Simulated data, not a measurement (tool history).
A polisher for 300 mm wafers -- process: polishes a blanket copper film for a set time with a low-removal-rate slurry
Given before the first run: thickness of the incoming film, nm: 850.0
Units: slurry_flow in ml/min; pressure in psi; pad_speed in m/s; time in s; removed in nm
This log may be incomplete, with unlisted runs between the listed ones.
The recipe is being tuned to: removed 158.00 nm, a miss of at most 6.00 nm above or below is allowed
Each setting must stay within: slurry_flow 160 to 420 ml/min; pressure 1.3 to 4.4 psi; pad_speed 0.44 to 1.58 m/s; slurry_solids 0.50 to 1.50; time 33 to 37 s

run  hour  slurry_flow  pressure  pad_speed  slurry_solids  time  removed
  1   0.0          270       2.8       1.00           1.00    37   122.25
  2   8.7          270       2.9       1.00           1.00    37   127.62
  3  13.4          270       2.9       1.00           1.00    37   126.88
  4  17.7          270       3.0       1.00           1.00    37   128.17
  5  19.7          270       3.0       1.00           1.00    37   129.60
  6  26.8          245       3.0       1.00           1.00    37   128.29
  7  28.3          250       3.1       1.00           1.00    37   133.36
  8  28.9          250       3.1       1.00           1.00    37   133.57
  9  34.0          250       3.2       1.00           1.00    37   138.08
 10  34.5          250       3.3       1.00           1.00    37   139.73
 11  41.9          250       3.4       1.00           1.00    37   139.05
 12  46.3          250       3.5       1.00           1.00    37   145.81
 13  48.4          250       3.6       1.00           1.00    37   149.45

Which single option among these 4 for the next run brings every result within its allowed miss of target? Just one does.
  A  50.5          190       3.6       1.20           1.15    33        ?
  B  50.5          265       3.6       0.94           1.05    35        ?
  C  50.5          240       3.7       0.94           0.95    37        ?
  D  50.5          270       3.8       0.96           1.30    33        ?

move  removed
   A   158.02
   B   133.44
   C   140.09
   D   140.18
A: hits every target within its allowed miss
B: moves away from the targets compared with the last run
C: moves away from the targets compared with the last run
D: moves away from the targets compared with the last run
A meets every target.
